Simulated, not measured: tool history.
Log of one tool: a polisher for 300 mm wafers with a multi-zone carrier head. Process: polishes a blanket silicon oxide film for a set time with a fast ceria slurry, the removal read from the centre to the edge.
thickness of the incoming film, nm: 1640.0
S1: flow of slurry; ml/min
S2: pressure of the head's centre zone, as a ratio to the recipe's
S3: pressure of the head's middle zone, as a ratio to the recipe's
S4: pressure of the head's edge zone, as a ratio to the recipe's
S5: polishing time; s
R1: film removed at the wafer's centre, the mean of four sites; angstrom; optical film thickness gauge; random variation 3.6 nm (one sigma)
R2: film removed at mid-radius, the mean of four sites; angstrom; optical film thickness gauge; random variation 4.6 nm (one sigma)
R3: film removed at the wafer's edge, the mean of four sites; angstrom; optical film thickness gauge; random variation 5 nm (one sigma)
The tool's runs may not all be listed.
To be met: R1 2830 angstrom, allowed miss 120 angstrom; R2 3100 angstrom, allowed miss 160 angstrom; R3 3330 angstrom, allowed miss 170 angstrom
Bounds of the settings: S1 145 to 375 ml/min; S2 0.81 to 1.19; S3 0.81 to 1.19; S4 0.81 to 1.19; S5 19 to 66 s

run  hour   S1    S2    S3    S4  S5      R1      R2      R3
  1     0  240     1     1     1  42  4705.8  4752.5  4852.4
  2   8.9  235  0.97  0.98  0.99  39  4213.3    4148  4353.2
  3    14  235  0.91  0.98  0.99  39  4014.4  4392.4  4385.6
  4  16.5  235  0.91  1.05  0.99  39    3918  4571.2  4366.9
  5  18.6  195  0.91  1.05  0.99  39  3814.9  4410.1  4165.8
  6  22.7  165  0.91  1.05  0.99  39    3535  4168.3  4135.7
  7  31.3  160   0.9  1.03  0.98  37  3381.6  3947.2  3843.9
  8  32.2  155  0.89  1.01  0.99  36  3272.7  3670.2  3695.3
  9  36.7  155  0.88     1     1  35    3127  3603.2  3679.1
 10  38.9  155  0.88  0.98     1  34  3046.8  3323.5  3595.1
 11  47.8  155  0.87  0.98  0.99  34  2955.2  3319.5  3629.4
 12  55.5  160   0.9  0.98  0.96  30  2710.1  2961.8  3071.9

5 next moves are on the table. One of them brings every result within its allowed miss. Which?
  A  63.2  200  0.93  0.89  1.15  28   ?   ?   ?
  B  63.2  180  0.95  1.02  0.89  29   ?   ?   ?
  C  63.2  145  0.86  0.89  1.07  34   ?   ?   ?
  D  63.2  145  0.88  0.95  0.97  33   ?   ?   ?
  E  63.2  145  0.91  1.02  1.12  35   ?   ?   ?

move      R1      R2      R3
   A  2769.5  2739.4  3278.7
   B    2844  3102.6  2967.5
   C  2840.5  3049.9  3622.4
   D  2814.6  3125.7  3360.7
   E  3076.7  3518.4  3803.1
A: brings the result that was furthest off to its target, and leaves another outside
B: further off than the last run
C: takes the result that was furthest off past its target
D: meets every target
E: takes the result that was furthest off past its target
The right move is D.
